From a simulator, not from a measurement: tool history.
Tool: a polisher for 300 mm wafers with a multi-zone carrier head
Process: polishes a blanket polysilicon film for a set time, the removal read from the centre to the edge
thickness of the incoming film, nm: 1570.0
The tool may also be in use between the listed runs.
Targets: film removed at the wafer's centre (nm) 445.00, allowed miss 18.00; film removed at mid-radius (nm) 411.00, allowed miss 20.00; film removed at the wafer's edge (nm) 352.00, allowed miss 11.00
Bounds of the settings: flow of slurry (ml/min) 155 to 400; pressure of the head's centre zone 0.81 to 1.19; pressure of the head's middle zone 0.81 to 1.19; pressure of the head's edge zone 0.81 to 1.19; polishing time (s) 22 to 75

run  hour  flow of slurry (ml/min)  pressure of the head's centre zone  pressure of the head's middle zone  pressure of the head's edge zone  polishing time (s)  film removed at the wafer's centre (nm)  film removed at mid-radius (nm)  film removed at the wafer's edge (nm)
  1   0.0                      255                                1.00                                1.00                              1.00                  48                                   477.30                           464.22                                 467.41
  2   4.0                      255                                0.96                                1.00                              1.00                  48                                   459.85                           465.33                                 466.38
  3  12.3                      255                                0.96                                1.00                              0.96                  48                                   471.82                           471.79                                 453.98
  4  15.8                      255                                0.97                                1.00                              0.92                  46                                   449.41                           454.56                                 432.82
  5  24.8                      255                                0.97                                1.00                              0.96                  46                                   440.80                           448.78                                 439.54
  6  31.9                      255                                0.89                                1.00                              0.96                  46                                   415.05                           455.34                                 429.13
  7  36.6                      265                                0.96                                1.03                              0.92                  43                                   419.20                           438.63                                 398.65
  8  38.9                      260                                1.06                                1.06                              0.82                  39                                   413.14                           401.73                                 339.47
  9  47.4                      260                                1.06                                1.06                              0.82                  39                                   415.86                           400.99                                 347.64
 10  55.4                      265                                1.07                                1.07                              0.82                  39                                   416.93                           405.47                                 349.44

4 next moves are on the table. One of them brings every result within its allowed miss. Which?
  A  63.4                      190                                0.98                                1.09                              0.86                  39                                        ?                                ?                                      ?
  B  63.4                      290                                0.99                                1.07                              0.87                  39                                        ?                                ?                                      ?
  C  63.4                      260                                1.04                                1.11                              0.85                  37                                        ?                                ?                                      ?
  D  63.4                      310                                1.10                                1.05                              0.81                  39                                        ?                                ?                                      ?

move  film removed at the wafer's centre (nm)  film removed at mid-radius (nm)  film removed at the wafer's edge (nm)
   A                                   368.22                           395.58                                 341.62
   B                                   392.55                           408.61                                 356.15
   C                                   386.78                           395.60                                 331.45
   D                                   439.43                           404.38                                 346.75
A: further off than the last run
B: further off than the last run
C: further off than the last run
D: meets every target
Answer: D

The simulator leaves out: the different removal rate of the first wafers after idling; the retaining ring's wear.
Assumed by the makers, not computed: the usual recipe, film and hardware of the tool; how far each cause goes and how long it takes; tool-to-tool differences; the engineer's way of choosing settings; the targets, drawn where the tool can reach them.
